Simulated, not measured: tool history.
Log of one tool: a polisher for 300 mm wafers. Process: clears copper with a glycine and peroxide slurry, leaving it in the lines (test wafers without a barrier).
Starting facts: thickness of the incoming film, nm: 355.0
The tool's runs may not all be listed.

run    day  flow of slurry (ml/min)  pressure of the wafer on the pad (psi)  speed of the pad under the wafer (m/s)  overpolish time after the end point (s)  time until the end point was called (s)  dishing of a wide line in a test structure (angstrom)
  1  0.000                      300                                     2.0                                    0.78                                       14                                   96.899                                                 316.72
  2  0.338                      250                                     2.0                                    0.78                                       14                                   96.688                                                 301.75
  3  0.650                      215                                     2.0                                    0.78                                       14                                  101.940                                                 303.00
  4  1.008                      215                                     2.0                                    0.78                                       16                                  104.460                                                 336.34
  5  1.317                      180                                     2.0                                    0.78                                       16                                  107.040                                                 333.43
  6  1.633                      180                                     1.8                                    0.78                                       16                                  115.980                                                 303.72
  7  1.821                      190                                     1.7                                    0.76                                       14                                  121.360                                                 255.52
  8  2.192                      200                                     1.6                                    0.74                                       13                                  129.810                                                 229.14
  9  2.500                      210                                     1.5                                    0.74                                       12                                  130.110                                                 212.08
 10  2.675                      215                                     1.4                                    0.74                                       11                                  136.000                                                 193.04
 11  2.871                      220                                     1.4                                    0.74                                       10                                  137.510                                                 176.23
 12  3.158                      220                                     1.4                                    0.74                                       10                                  135.930                                                 172.43
 13  3.446                      225                                     1.4                                    0.74                                       10                                  135.780                                                 175.95

The next listed run, before its measurement:
 14  3.792                      230                                     1.4                                    0.74                                        9                                        ?                                                      ?

time until the end point was called (s): 130.970
dishing of a wide line in a test structure (angstrom): 160.80
